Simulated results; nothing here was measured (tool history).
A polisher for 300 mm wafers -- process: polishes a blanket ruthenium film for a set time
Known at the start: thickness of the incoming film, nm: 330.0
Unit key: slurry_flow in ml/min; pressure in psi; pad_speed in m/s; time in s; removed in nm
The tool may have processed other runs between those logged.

| run | hour | slurry_flow | pressure | pad_speed | time | removed |
|---|---|---|---|---|---|---|
| 1 | 0.0 | 175 | 2.3 | 0.88 | 66 | 56.803 |
| 2 | 2.0 | 165 | 2.0 | 0.88 | 66 | 52.787 |
| 3 | 8.3 | 165 | 1.8 | 0.88 | 66 | 48.488 |
| 4 | 15.5 | 165 | 1.8 | 0.88 | 66 | 49.065 |
| 5 | 24.0 | 165 | 2.3 | 0.88 | 66 | 56.692 |
| 6 | 31.9 | 165 | 2.5 | 0.88 | 66 | 59.766 |
| 7 | 34.8 | 165 | 2.4 | 0.88 | 66 | 58.157 |
| 8 | 42.3 | 165 | 2.3 | 0.88 | 66 | 56.555 |
| 9 | 45.8 | 165 | 2.3 | 0.88 | 66 | 56.161 |

Expected results for the next run?
| 10 | 52.4 | 150 | 1.8 | 0.88 | 66 | ? |

{"run 10": {"removed": 48.893}}
